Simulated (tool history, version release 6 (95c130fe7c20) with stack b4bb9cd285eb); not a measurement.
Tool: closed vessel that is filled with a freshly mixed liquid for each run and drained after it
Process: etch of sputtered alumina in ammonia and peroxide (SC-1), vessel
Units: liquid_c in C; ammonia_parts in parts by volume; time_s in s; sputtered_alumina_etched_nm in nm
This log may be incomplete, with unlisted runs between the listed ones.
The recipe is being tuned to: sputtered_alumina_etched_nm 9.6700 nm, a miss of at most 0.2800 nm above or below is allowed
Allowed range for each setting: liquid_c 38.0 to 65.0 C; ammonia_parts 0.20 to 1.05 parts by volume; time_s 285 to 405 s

{"run": 1, "hour": 0.0, "liquid_c": 49.0, "ammonia_parts": 0.55, "time_s": 405, "sputtered_alumina_etched_nm": 22.555}
{"run": 2, "hour": 8.3, "liquid_c": 49.0, "ammonia_parts": 0.55, "time_s": 405, "sputtered_alumina_etched_nm": 22.362}
{"run": 3, "hour": 9.8, "liquid_c": 47.0, "ammonia_parts": 0.5, "time_s": 380, "sputtered_alumina_etched_nm": 18.779}
{"run": 4, "hour": 15.5, "liquid_c": 45.5, "ammonia_parts": 0.45, "time_s": 375, "sputtered_alumina_etched_nm": 16.754}
{"run": 5, "hour": 19.1, "liquid_c": 50.0, "ammonia_parts": 0.45, "time_s": 375, "sputtered_alumina_etched_nm": 21.962}
{"run": 6, "hour": 28.6, "liquid_c": 50.0, "ammonia_parts": 0.65, "time_s": 375, "sputtered_alumina_etched_nm": 22.379}
{"run": 7, "hour": 33.3, "liquid_c": 47.5, "ammonia_parts": 0.55, "time_s": 360, "sputtered_alumina_etched_nm": 18.368}
{"run": 8, "hour": 39.4, "liquid_c": 45.5, "ammonia_parts": 0.55, "time_s": 360, "sputtered_alumina_etched_nm": 16.577}
{"run": 9, "hour": 48.6, "liquid_c": 44.0, "ammonia_parts": 0.55, "time_s": 350, "sputtered_alumina_etched_nm": 14.615}
{"run": 10, "hour": 54.2, "liquid_c": 44.0, "ammonia_parts": 0.55, "time_s": 350, "sputtered_alumina_etched_nm": 14.71}
{"run": 11, "hour": 57.5, "liquid_c": 38.0, "ammonia_parts": 0.4, "time_s": 285, "sputtered_alumina_etched_nm": 8.2259}
{"run": 12, "hour": 66.2, "liquid_c": 38.5, "ammonia_parts": 0.4, "time_s": 285, "sputtered_alumina_etched_nm": 8.3596}
{"run": 13, "hour": 71.4, "liquid_c": 39.0, "ammonia_parts": 0.4, "time_s": 285, "sputtered_alumina_etched_nm": 8.6613}
{"run": 14, "hour": 78.9, "liquid_c": 39.5, "ammonia_parts": 0.4, "time_s": 285, "sputtered_alumina_etched_nm": 8.8639}
{"run": 15, "hour": 85.3, "liquid_c": 40.0, "ammonia_parts": 0.4, "time_s": 285, "sputtered_alumina_etched_nm": 9.1612}

Which single option among these 5 for the next run brings every result within its allowed miss of target? Just one does.
{"run": "A", "hour": 91.7, "liquid_c": 40.0, "ammonia_parts": 0.45, "time_s": 315, "sputtered_alumina_etched_nm": "?"}
{"run": "B", "hour": 91.7, "liquid_c": 40.5, "ammonia_parts": 0.25, "time_s": 285, "sputtered_alumina_etched_nm": "?"}
{"run": "C", "hour": 91.7, "liquid_c": 38.0, "ammonia_parts": 0.25, "time_s": 335, "sputtered_alumina_etched_nm": "?"}
{"run": "D", "hour": 91.7, "liquid_c": 38.0, "ammonia_parts": 0.45, "time_s": 350, "sputtered_alumina_etched_nm": "?"}
{"run": "E", "hour": 91.7, "liquid_c": 40.0, "ammonia_parts": 0.35, "time_s": 300, "sputtered_alumina_etched_nm": "?"}

move=A sputtered_alumina_etched_nm=10.2990
move=B sputtered_alumina_etched_nm=9.0725
move=C sputtered_alumina_etched_nm=9.1936
move=D sputtered_alumina_etched_nm=10.1610
move=E sputtered_alumina_etched_nm=9.5759
A: the result that was furthest off in the last run now lies on the other side of its target
B: further off than the last run
C: an improvement on the last run, though not all results are within tolerance
D: the result that was furthest off in the last run now lies on the other side of its target
E: meets every target
So the answer is move E, the one that meets all the targets.
